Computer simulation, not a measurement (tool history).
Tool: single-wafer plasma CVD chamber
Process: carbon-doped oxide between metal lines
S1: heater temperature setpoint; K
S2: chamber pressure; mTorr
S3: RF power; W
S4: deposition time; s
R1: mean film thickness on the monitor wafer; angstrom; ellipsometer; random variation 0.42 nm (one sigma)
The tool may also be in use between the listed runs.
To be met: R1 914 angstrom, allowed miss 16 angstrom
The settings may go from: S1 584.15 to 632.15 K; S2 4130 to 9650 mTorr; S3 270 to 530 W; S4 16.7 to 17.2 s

run,hour,S1,S2,S3,S4,R1
1,0,608.15,6890,400,16.7,819.9
2,7.2,615.15,6890,400,16.7,798.21
3,13.9,615.15,7970,400,16.7,806.86
4,18.2,609.15,8210,410,16.7,858.02
5,26,606.15,8340,410,16.7,855.29
6,26.6,606.15,8340,370,16.7,778.58
7,33.6,602.15,8550,385,16.7,821.28
8,42.2,599.15,8730,395,16.7,842.81
9,49.8,597.15,8860,405,16.7,880.52
10,55.4,595.15,8960,405,16.7,883.99
11,59.6,589.15,9250,415,16.7,924.17

4 next moves are on the table. One of them brings every result within its allowed miss. Which?
A,63.8,584.15,8910,420,16.7,?
B,63.8,595.15,9650,405,17.1,?
C,63.8,584.15,9220,405,17.2,?
D,63.8,584.15,9560,410,16.9,?

move,R1
A,968.49
B,920.83
C,964.67
D,961.45
A: further off than the last run
B: meets every target
C: further off than the last run
D: further off than the last run
The right move is B.
